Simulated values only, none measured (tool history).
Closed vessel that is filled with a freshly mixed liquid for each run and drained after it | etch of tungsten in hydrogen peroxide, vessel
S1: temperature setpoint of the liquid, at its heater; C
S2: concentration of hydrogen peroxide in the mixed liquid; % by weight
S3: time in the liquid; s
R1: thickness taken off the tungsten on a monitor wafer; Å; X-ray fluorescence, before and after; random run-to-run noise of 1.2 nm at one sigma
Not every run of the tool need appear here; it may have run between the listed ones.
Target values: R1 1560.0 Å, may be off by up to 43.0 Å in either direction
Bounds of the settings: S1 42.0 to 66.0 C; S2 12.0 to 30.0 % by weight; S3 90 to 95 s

run 1 hour=0.0 | S1=58.0 S2=21.5 S3=90 | R1=1195.1
run 2 hour=3.3 | S1=58.0 S2=21.5 S3=90 | R1=1194.9
run 3 hour=12.1 | S1=59.0 S2=21.5 S3=90 | R1=1251.6
run 4 hour=14.4 | S1=66.0 S2=21.5 S3=90 | R1=1866.3
run 5 hour=16.8 | S1=65.5 S2=21.5 S3=90 | R1=1821.0
run 6 hour=24.6 | S1=65.0 S2=21.5 S3=90 | R1=1769.5
run 7 hour=33.1 | S1=64.5 S2=21.5 S3=90 | R1=1731.1
run 8 hour=40.7 | S1=64.0 S2=21.5 S3=90 | R1=1668.3
run 9 hour=41.8 | S1=63.5 S2=21.5 S3=90 | R1=1632.2

Pick the move, out of 5, that brings all results within their allowed miss; only one does.
run A hour=42.9 | S1=63.5 S2=21.0 S3=95 | R1=?
run B hour=42.9 | S1=63.5 S2=22.5 S3=90 | R1=?
run C hour=42.9 | S1=64.5 S2=21.5 S3=90 | R1=?
run D hour=42.9 | S1=63.0 S2=23.5 S3=90 | R1=?
run E hour=42.9 | S1=60.5 S2=24.5 S3=95 | R1=?

move=A R1=1725.1
move=B R1=1691.7
move=C R1=1749.1
move=D R1=1680.8
move=E R1=1571.3
A: the biggest miss grows against the last run
B: the biggest miss grows against the last run
C: the biggest miss grows against the last run
D: the biggest miss grows against the last run
E: all results in spec
The right move is E.
